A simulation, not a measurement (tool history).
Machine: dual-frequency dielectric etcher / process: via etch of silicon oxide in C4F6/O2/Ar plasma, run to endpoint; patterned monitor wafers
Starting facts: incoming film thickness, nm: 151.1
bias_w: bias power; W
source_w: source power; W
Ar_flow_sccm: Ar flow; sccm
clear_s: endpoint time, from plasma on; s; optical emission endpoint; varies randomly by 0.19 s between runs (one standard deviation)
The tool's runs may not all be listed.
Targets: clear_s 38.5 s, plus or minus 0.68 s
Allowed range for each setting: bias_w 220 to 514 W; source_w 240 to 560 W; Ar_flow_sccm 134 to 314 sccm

Run 1, day 0: bias_w 367 W, source_w 400 W, Ar_flow_sccm 224 sccm. Result: clear_s 34.067 s.
Run 2, day 0.15: bias_w 367 W, source_w 400 W, Ar_flow_sccm 261 sccm. Result: clear_s 34.697 s.
Run 3, day 0.312: bias_w 367 W, source_w 450 W, Ar_flow_sccm 261 sccm. Result: clear_s 32.986 s.
Run 4, day 0.404: bias_w 367 W, source_w 420 W, Ar_flow_sccm 261 sccm. Result: clear_s 34.057 s.
Run 5, day 0.483: bias_w 341 W, source_w 420 W, Ar_flow_sccm 261 sccm. Result: clear_s 34.63 s.
Run 6, day 0.583: bias_w 319 W, source_w 410 W, Ar_flow_sccm 262 sccm. Result: clear_s 35.748 s.
Run 7, day 0.65: bias_w 302 W, source_w 410 W, Ar_flow_sccm 262 sccm. Result: clear_s 36.217 s.
Run 8, day 0.733: bias_w 302 W, source_w 410 W, Ar_flow_sccm 262 sccm. Result: clear_s 36.184 s.
At day 0.821: source power generator calibrated.
Run 9, day 0.821: bias_w 287 W, source_w 410 W, Ar_flow_sccm 262 sccm. Result: clear_s 36.777 s.
Run 10, day 0.929: bias_w 277 W, source_w 410 W, Ar_flow_sccm 262 sccm. Result: clear_s 37.468 s.

Exactly one of the 4 candidate moves below puts every result within its allowed miss. Which one?
Run A, day 1.038: bias_w 261 W, source_w 400 W, Ar_flow_sccm 290 sccm. Result: clear_s ?.
Run B, day 1.038: bias_w 290 W, source_w 430 W, Ar_flow_sccm 282 sccm. Result: clear_s ?.
Run C, day 1.038: bias_w 286 W, source_w 410 W, Ar_flow_sccm 256 sccm. Result: clear_s ?.
Run D, day 1.038: bias_w 283 W, source_w 400 W, Ar_flow_sccm 231 sccm. Result: clear_s ?.

move  clear_s
   A   38.643
   B   36.712
   C   37.134
   D   37.255
A: meets every target
B: further off than the last run
C: further off than the last run
D: further off than the last run
The move that meets every target is A.
